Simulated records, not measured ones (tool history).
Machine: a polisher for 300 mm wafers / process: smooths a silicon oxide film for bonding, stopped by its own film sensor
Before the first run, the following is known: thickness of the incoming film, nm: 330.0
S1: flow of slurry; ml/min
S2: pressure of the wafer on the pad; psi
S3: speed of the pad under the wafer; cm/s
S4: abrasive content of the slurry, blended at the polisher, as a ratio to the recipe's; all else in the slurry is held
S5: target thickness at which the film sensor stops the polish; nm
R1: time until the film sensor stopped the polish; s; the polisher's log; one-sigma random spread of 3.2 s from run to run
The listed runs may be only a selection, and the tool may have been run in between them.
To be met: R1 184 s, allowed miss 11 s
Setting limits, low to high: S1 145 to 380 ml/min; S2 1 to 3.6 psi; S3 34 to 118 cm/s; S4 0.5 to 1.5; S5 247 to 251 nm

| run | day | S1 | S2 | S3 | S4 | S5 | R1 |
|---|---|---|---|---|---|---|---|
| 1 | 0 | 245 | 2.3 | 76 | 1 | 251 | 107.76 |
| 2 | 0.317 | 245 | 2.3 | 76 | 0.8 | 251 | 120.57 |
| 3 | 0.458 | 245 | 2.2 | 76 | 0.8 | 251 | 118.29 |
| 4 | 0.812 | 245 | 2.2 | 76 | 0.7 | 251 | 128.46 |
| 5 | 1.175 | 185 | 2.2 | 76 | 0.7 | 251 | 132.97 |
| 6 | 1.238 | 185 | 2 | 76 | 0.7 | 251 | 140.85 |
| 7 | 1.579 | 185 | 1.9 | 76 | 0.7 | 251 | 151.39 |
| 8 | 1.883 | 185 | 1.7 | 74 | 0.7 | 251 | 172.16 |

Of the 5 settings listed for the next run, only one would bring every result within its allowed miss of target. Which one?
| A | 2.188 | 230 | 1.7 | 78 | 0.65 | 251 | ? |
| B | 2.188 | 205 | 1.8 | 66 | 0.65 | 250 | ? |
| C | 2.188 | 165 | 1.7 | 78 | 0.85 | 251 | ? |
| D | 2.188 | 165 | 1.9 | 76 | 0.7 | 250 | ? |
| E | 2.188 | 195 | 1.8 | 86 | 0.65 | 251 | ? |

| move | R1 |
|---|---|
| A | 165.6 |
| B | 177.69 |
| C | 156.55 |
| D | 156.55 |
| E | 151.45 |
A: its largest miss is bigger than the last run's
B: meets every target
C: its largest miss is bigger than the last run's
D: its largest miss is bigger than the last run's
E: its largest miss is bigger than the last run's
The right move is B.

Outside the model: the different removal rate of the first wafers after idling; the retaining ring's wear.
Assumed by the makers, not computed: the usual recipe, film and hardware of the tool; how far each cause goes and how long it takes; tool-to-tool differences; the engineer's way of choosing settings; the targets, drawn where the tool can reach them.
